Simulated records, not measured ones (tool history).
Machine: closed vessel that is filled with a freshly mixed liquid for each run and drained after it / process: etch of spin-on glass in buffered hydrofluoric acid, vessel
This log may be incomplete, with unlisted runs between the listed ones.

run  hour  temperature setpoint of the liquid (K)  parts of 40 % ammonium fluoride to one part of 49 % hydrofluoric acid (parts by volume)  time in the liquid (s)  thickness taken off the spin-on glass on a monitor wafer (Å)
  1     0                                  297.15                                                                                     18.5                      90                                                        1086.6
  2   8.8                                  298.65                                                                                       18                      90                                                        1200.6
  3  16.7                                  302.15                                                                                       18                      90                                                        1433.2
  4  20.7                                  302.65                                                                                     17.5                      90                                                        1547.7
  5  29.7                                  301.15                                                                                     17.5                      90                                                          1387
  6  33.4                                  302.15                                                                                     17.5                      90                                                        1480.8

Forecast run 7:
  7  36.1                                  302.65                                                                                     17.5                      90                                                             ?

{"run 7": {"thickness taken off the spin-on glass on a monitor wafer (Å)": 1559.7}}
